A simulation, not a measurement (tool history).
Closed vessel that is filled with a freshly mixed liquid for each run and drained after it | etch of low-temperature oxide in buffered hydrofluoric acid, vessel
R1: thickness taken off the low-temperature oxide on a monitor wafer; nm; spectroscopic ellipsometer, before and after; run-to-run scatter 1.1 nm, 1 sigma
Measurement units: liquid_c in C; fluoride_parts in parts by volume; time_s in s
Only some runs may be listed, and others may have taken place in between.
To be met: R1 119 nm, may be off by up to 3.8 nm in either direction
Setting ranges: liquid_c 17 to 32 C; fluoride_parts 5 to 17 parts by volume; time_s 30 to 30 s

Run 1, hour 0: liquid_c 24 C, fluoride_parts 10.5 parts by volume, time_s 30 s. Result: R1 143.35 nm.
Run 2, hour 2: liquid_c 27 C, fluoride_parts 10.5 parts by volume, time_s 30 s. Result: R1 166.09 nm.
Run 3, hour 3: liquid_c 25 C, fluoride_parts 10.5 parts by volume, time_s 30 s. Result: R1 150.94 nm.
Run 4, hour 6.9: liquid_c 28 C, fluoride_parts 10.5 parts by volume, time_s 30 s. Result: R1 176.56 nm.
Run 5, hour 9.8: liquid_c 26 C, fluoride_parts 10.5 parts by volume, time_s 30 s. Result: R1 160.48 nm.
Run 6, hour 14.8: liquid_c 23 C, fluoride_parts 10.5 parts by volume, time_s 30 s. Result: R1 133.84 nm.
Run 7, hour 23.8: liquid_c 22.5 C, fluoride_parts 10.5 parts by volume, time_s 30 s. Result: R1 130.32 nm.
Run 8, hour 25.9: liquid_c 22 C, fluoride_parts 10.5 parts by volume, time_s 30 s. Result: R1 127.13 nm.
Run 9, hour 33.1: liquid_c 21.5 C, fluoride_parts 10.5 parts by volume, time_s 30 s. Result: R1 124.25 nm.

Consider the 5 candidate settings below. Which is the only one whose results all fall within their allowed miss of target?
Run A, hour 40.3: liquid_c 22 C, fluoride_parts 10.5 parts by volume, time_s 30 s. Result: R1 ?.
Run B, hour 40.3: liquid_c 21.5 C, fluoride_parts 11 parts by volume, time_s 30 s. Result: R1 ?.
Run C, hour 40.3: liquid_c 17 C, fluoride_parts 7.5 parts by volume, time_s 30 s. Result: R1 ?.
Run D, hour 40.3: liquid_c 24.5 C, fluoride_parts 11.5 parts by volume, time_s 30 s. Result: R1 ?.
Run E, hour 40.3: liquid_c 22 C, fluoride_parts 10 parts by volume, time_s 30 s. Result: R1 ?.

move      R1
   A  129.21
   B  120.12
   C  133.26
   D  135.61
   E   135.5
A: misses by more than the last run did
B: meets every target
C: misses by more than the last run did
D: misses by more than the last run did
E: misses by more than the last run did
B meets every target.
